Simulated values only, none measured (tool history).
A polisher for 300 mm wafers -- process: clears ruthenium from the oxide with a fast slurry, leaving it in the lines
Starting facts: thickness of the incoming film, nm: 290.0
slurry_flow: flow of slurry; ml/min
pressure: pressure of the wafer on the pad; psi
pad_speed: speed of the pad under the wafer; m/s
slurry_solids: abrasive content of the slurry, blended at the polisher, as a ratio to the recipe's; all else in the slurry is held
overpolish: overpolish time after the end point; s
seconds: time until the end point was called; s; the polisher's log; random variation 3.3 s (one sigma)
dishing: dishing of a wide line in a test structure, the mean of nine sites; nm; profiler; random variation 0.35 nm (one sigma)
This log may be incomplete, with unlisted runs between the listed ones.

Run 1, day 0.000: slurry_flow 140 ml/min, pressure 3.3 psi, pad_speed 0.76 m/s, slurry_solids 1.0, overpolish 25 s. Result: seconds 110.21 s, dishing 27.749 nm.
Run 2, day 0.275: slurry_flow 140 ml/min, pressure 3.3 psi, pad_speed 0.76 m/s, slurry_solids 1.1, overpolish 25 s. Result: seconds 101.55 s, dishing 27.719 nm.
Run 3, day 0.588: slurry_flow 170 ml/min, pressure 3.3 psi, pad_speed 0.76 m/s, slurry_solids 1.1, overpolish 25 s. Result: seconds 102.48 s, dishing 28.398 nm.
Run 4, day 0.871: slurry_flow 150 ml/min, pressure 3.3 psi, pad_speed 0.76 m/s, slurry_solids 1.1, overpolish 25 s. Result: seconds 102.35 s, dishing 27.123 nm.
Run 5, day 1.167: slurry_flow 130 ml/min, pressure 3.3 psi, pad_speed 0.76 m/s, slurry_solids 1.1, overpolish 25 s. Result: seconds 106.08 s, dishing 27.013 nm.
Run 6, day 1.300: slurry_flow 130 ml/min, pressure 2.8 psi, pad_speed 0.74 m/s, slurry_solids 1.1, overpolish 25 s. Result: seconds 126.41 s, dishing 26.043 nm.
Run 7, day 1.546: slurry_flow 130 ml/min, pressure 2.8 psi, pad_speed 0.74 m/s, slurry_solids 1.1, overpolish 25 s. Result: seconds 125.80 s, dishing 26.941 nm.

Estimate the outcome of run 8 from the log above:
Run 8, day 1.750: slurry_flow 130 ml/min, pressure 2.5 psi, pad_speed 0.72 m/s, slurry_solids 1.1, overpolish 22 s. Result: seconds ?, dishing ?.

seconds: 146.68 s
dishing: 24.247 nm
